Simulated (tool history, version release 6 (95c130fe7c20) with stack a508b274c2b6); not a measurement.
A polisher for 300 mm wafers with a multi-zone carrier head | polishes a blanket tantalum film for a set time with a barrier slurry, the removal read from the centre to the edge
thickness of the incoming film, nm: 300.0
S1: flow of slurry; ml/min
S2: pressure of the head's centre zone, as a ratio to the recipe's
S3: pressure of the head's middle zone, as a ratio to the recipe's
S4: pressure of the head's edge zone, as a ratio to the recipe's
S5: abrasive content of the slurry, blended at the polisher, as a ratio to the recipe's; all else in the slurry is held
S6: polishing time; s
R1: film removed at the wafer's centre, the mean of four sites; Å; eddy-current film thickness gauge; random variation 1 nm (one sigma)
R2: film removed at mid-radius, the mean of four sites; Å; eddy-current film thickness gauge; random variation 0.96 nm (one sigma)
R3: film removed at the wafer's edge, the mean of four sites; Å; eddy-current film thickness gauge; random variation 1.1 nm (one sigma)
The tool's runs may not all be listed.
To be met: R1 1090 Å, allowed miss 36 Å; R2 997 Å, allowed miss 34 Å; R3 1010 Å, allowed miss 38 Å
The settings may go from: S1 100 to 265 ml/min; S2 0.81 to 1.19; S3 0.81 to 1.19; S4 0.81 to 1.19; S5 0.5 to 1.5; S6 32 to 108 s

| run | hour | S1 | S2 | S3 | S4 | S5 | S6 | R1 | R2 | R3 |
|---|---|---|---|---|---|---|---|---|---|---|
| 1 | 0 | 170 | 1 | 1 | 1 | 1 | 70 | 1176.7 | 1173.6 | 1166.1 |
| 2 | 0.8 | 170 | 1 | 1 | 0.96 | 1 | 70 | 1184.5 | 1174.2 | 1153.8 |
| 3 | 3.1 | 130 | 1 | 1 | 0.96 | 1 | 70 | 1123.9 | 1112.8 | 1120.5 |
| 4 | 9.3 | 150 | 1 | 1 | 0.96 | 1 | 70 | 1153.8 | 1132.7 | 1141.8 |
| 5 | 12 | 145 | 1.01 | 1 | 0.93 | 0.9 | 70 | 1121.2 | 1103.4 | 1109.6 |
| 6 | 16.7 | 145 | 1.03 | 1 | 0.91 | 0.85 | 69 | 1120.9 | 1069.1 | 1067.2 |
| 7 | 23.8 | 140 | 1.04 | 1 | 0.89 | 0.85 | 69 | 1123.1 | 1074.2 | 1025.2 |
| 8 | 32.1 | 130 | 1.04 | 0.99 | 0.89 | 0.85 | 69 | 1089.6 | 1029.5 | 1014.5 |

Which of these 4 next moves meets every target?
| A | 40.4 | 105 | 1.03 | 1.03 | 0.82 | 1.1 | 71 | ? | ? | ? |
| B | 40.4 | 135 | 1.02 | 0.92 | 0.82 | 1 | 67 | ? | ? | ? |
| C | 40.4 | 155 | 1.02 | 1.01 | 0.82 | 1 | 67 | ? | ? | ? |
| D | 40.4 | 130 | 1.08 | 1.08 | 0.88 | 0.95 | 65 | ? | ? | ? |

| move | R1 | R2 | R3 |
|---|---|---|---|
| A | 1108.2 | 1106.5 | 1022.7 |
| B | 1088.8 | 989.34 | 987.51 |
| C | 1125.3 | 1100.8 | 1006.5 |
| D | 1091.6 | 1075.6 | 968.51 |
A: further off than the last run
B: meets every target
C: further off than the last run
D: further off than the last run
Move B is the one to make.
